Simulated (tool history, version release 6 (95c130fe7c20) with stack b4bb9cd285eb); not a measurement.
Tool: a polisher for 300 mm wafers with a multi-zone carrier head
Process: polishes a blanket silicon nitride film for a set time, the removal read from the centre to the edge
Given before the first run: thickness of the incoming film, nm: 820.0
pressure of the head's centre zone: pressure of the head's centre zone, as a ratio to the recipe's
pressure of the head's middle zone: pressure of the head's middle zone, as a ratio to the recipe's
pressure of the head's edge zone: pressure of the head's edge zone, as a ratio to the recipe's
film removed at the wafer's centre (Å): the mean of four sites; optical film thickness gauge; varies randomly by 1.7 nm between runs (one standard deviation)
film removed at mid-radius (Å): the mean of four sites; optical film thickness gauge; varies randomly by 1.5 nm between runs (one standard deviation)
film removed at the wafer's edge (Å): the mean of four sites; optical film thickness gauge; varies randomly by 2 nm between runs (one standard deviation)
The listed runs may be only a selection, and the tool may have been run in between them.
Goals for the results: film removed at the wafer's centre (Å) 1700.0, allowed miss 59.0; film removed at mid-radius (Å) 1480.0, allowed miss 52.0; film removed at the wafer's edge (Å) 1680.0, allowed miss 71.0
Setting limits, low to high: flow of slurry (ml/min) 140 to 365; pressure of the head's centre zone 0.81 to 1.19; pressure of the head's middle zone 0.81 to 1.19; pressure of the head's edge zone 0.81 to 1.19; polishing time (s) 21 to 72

| run | hour | flow of slurry (ml/min) | pressure of the head's centre zone | pressure of the head's middle zone | pressure of the head's edge zone | polishing time (s) | film removed at the wafer's centre (Å) | film removed at mid-radius (Å) | film removed at the wafer's edge (Å) |
|---|---|---|---|---|---|---|---|---|---|
| 1 | 0.0 | 235 | 1.00 | 1.00 | 1.00 | 46 | 1109.2 | 1143.4 | 1132.2 |
| 2 | 4.1 | 235 | 1.00 | 0.95 | 1.00 | 46 | 1121.4 | 1101.1 | 1134.0 |
| 3 | 11.9 | 240 | 1.03 | 0.94 | 1.04 | 50 | 1264.6 | 1179.1 | 1261.4 |
| 4 | 19.2 | 240 | 1.03 | 1.01 | 1.04 | 50 | 1244.6 | 1255.1 | 1239.8 |
| 5 | 21.1 | 240 | 1.03 | 1.01 | 1.04 | 57 | 1424.4 | 1413.7 | 1431.5 |
| 6 | 26.7 | 245 | 1.05 | 0.99 | 1.07 | 58 | 1508.4 | 1416.7 | 1474.3 |
| 7 | 35.0 | 250 | 1.05 | 0.98 | 1.09 | 59 | 1516.1 | 1471.0 | 1525.3 |
| 8 | 35.6 | 250 | 1.05 | 0.98 | 1.09 | 59 | 1502.4 | 1458.2 | 1565.4 |

Below are 4 possible settings for the next run. Only one of them brings all results inside the allowed miss of their targets. Which is it?
| A | 36.2 | 250 | 1.11 | 0.94 | 1.17 | 63 | ? | ? | ? |
| B | 36.2 | 225 | 1.06 | 0.95 | 1.16 | 63 | ? | ? | ? |
| C | 36.2 | 170 | 1.19 | 0.93 | 1.11 | 67 | ? | ? | ? |
| D | 36.2 | 250 | 0.98 | 0.91 | 1.08 | 64 | ? | ? | ? |

| move | film removed at the wafer's centre (Å) | film removed at mid-radius (Å) | film removed at the wafer's edge (Å) |
|---|---|---|---|
| A | 1713.3 | 1500.0 | 1692.5 |
| B | 1614.1 | 1495.8 | 1669.7 |
| C | 1849.7 | 1504.8 | 1689.9 |
| D | 1534.9 | 1484.3 | 1652.5 |
A: meets every target
B: better than the last run, though not everything is in spec
C: the result that was furthest off in the last run now lies on the other side of its target
D: better than the last run, though not everything is in spec
The move that meets every target is A.

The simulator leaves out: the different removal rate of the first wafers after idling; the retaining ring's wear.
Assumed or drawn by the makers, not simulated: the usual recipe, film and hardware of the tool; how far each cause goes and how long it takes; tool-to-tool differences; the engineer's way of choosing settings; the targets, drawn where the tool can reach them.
